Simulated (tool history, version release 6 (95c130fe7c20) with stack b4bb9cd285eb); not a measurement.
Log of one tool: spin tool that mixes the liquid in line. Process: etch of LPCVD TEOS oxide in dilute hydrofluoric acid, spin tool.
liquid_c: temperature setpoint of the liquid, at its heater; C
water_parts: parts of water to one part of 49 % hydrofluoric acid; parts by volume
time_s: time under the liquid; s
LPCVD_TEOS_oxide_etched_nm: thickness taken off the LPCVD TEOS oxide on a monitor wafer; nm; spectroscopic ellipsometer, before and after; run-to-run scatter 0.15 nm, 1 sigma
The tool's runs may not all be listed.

run	hour	liquid_c	water_parts	time_s	LPCVD_TEOS_oxide_etched_nm
1	0	21	105	155	26.292
2	6.1	21	140	155	19.478
3	8.7	24	140	155	21.832
4	14	24	140	165	23.302
5	21	22.5	145	165	21.045
6	25.4	22.5	165	165	18.087
7	33.7	22	165	165	17.74

Run 8 is up next; what results do you expect?
8	39.7	22	165	165	?

LPCVD_TEOS_oxide_etched_nm: 17.517 nm
